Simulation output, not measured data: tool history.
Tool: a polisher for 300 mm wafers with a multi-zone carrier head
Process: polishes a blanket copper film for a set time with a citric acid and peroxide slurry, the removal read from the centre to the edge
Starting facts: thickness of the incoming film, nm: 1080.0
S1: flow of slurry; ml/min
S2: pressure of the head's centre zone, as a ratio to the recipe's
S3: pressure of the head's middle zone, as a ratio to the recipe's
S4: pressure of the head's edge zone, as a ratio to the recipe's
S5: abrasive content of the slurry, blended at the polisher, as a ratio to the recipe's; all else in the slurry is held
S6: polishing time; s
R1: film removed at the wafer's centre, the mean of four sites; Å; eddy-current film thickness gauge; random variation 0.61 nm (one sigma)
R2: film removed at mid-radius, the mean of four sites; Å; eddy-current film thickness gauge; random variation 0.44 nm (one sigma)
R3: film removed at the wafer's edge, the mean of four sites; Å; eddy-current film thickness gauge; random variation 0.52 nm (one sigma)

run,hour,S1,S2,S3,S4,S5,S6,R1,R2,R3
1,0,175,1,1,1,1,37,841.94,874.22,855.99
2,4.6,155,1,1,1,1,37,816.31,855.42,846.65
3,8.8,150,1.01,0.94,0.99,0.85,33,701.64,693.73,721.45
4,10.2,150,1.01,0.94,0.93,0.85,33,692.92,676.58,704.29
5,17.9,150,1.01,0.94,0.87,0.85,33,706.22,683.92,680.69
6,23.3,150,1.08,0.94,0.87,0.85,33,760.74,692.41,677.44
7,26.2,145,1.07,0.9,0.88,0.75,31,681.85,599.01,625.53
8,31.8,140,1.05,0.87,0.87,0.65,30,627.34,535.25,571.92
# hour 38.4: worn pad replaced by a new one
9,38.4,110,0.96,0.81,0.93,0.5,30,524.22,471.82,561.89
10,40.4,110,0.97,0.81,0.92,0.5,30,515.95,470.69,557.62
11,45.5,110,0.99,0.81,0.91,0.5,30,531.58,467.55,548.42

Predict the results of run 12:
12,50.5,110,1,0.81,0.91,0.5,30,?,?,?

{"run 12": {"R1": 541.73, "R2": 466.41, "R3": 549.38}}

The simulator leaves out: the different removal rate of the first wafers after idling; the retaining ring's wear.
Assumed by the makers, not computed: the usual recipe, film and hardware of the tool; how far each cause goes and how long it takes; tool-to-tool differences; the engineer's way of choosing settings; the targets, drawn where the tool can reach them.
